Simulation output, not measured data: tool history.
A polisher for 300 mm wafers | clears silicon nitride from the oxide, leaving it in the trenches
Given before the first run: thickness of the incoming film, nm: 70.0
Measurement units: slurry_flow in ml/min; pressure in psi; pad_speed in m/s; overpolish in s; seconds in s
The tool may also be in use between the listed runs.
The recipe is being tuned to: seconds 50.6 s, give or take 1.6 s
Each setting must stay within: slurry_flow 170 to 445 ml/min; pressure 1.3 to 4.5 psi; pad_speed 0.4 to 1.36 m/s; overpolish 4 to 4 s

run 1 hour=0 | slurry_flow=285 pressure=2.9 pad_speed=0.88 overpolish=4 | seconds=91.367
run 2 hour=5.2 | slurry_flow=285 pressure=3.1 pad_speed=0.88 overpolish=4 | seconds=84.592
run 3 hour=6.3 | slurry_flow=285 pressure=3.3 pad_speed=0.88 overpolish=4 | seconds=79.388
run 4 hour=13.9 | slurry_flow=285 pressure=3.3 pad_speed=0.88 overpolish=4 | seconds=80.143
run 5 hour=16.2 | slurry_flow=285 pressure=3.3 pad_speed=0.96 overpolish=4 | seconds=73.917
run 6 hour=23.2 | slurry_flow=255 pressure=3.3 pad_speed=0.96 overpolish=4 | seconds=74.877
run 7 hour=24.7 | slurry_flow=260 pressure=3.4 pad_speed=0.96 overpolish=4 | seconds=72.917
run 8 hour=33.1 | slurry_flow=260 pressure=3.4 pad_speed=0.96 overpolish=4 | seconds=72.956
-- hour=40.7 worn pad replaced by a new one
run 9 hour=40.7 | slurry_flow=270 pressure=3.5 pad_speed=0.96 overpolish=4 | seconds=64.98
run 10 hour=45 | slurry_flow=285 pressure=3.5 pad_speed=0.96 overpolish=4 | seconds=64.639
run 11 hour=47.9 | slurry_flow=295 pressure=3.5 pad_speed=0.96 overpolish=4 | seconds=64.513
run 12 hour=50.3 | slurry_flow=300 pressure=4.3 pad_speed=0.96 overpolish=4 | seconds=53.498
run 13 hour=54.2 | slurry_flow=305 pressure=4.3 pad_speed=0.96 overpolish=4 | seconds=52.279

Which single option among these 5 for the next run brings every result within its allowed miss of target? Just one does.
run A hour=58.1 | slurry_flow=320 pressure=4.4 pad_speed=0.9 overpolish=4 | seconds=?
run B hour=58.1 | slurry_flow=315 pressure=4.5 pad_speed=0.88 overpolish=4 | seconds=?
run C hour=58.1 | slurry_flow=220 pressure=4.4 pad_speed=0.96 overpolish=4 | seconds=?
run D hour=58.1 | slurry_flow=305 pressure=4.5 pad_speed=0.9 overpolish=4 | seconds=?
run E hour=58.1 | slurry_flow=300 pressure=4.5 pad_speed=0.96 overpolish=4 | seconds=?

move=A seconds=54.66
move=B seconds=54.719
move=C seconds=53.234
move=D seconds=53.685
move=E seconds=50.494
A: the biggest miss grows against the last run
B: the biggest miss grows against the last run
C: the biggest miss grows against the last run
D: the biggest miss grows against the last run
E: in spec on every target
Move E is the one to make.
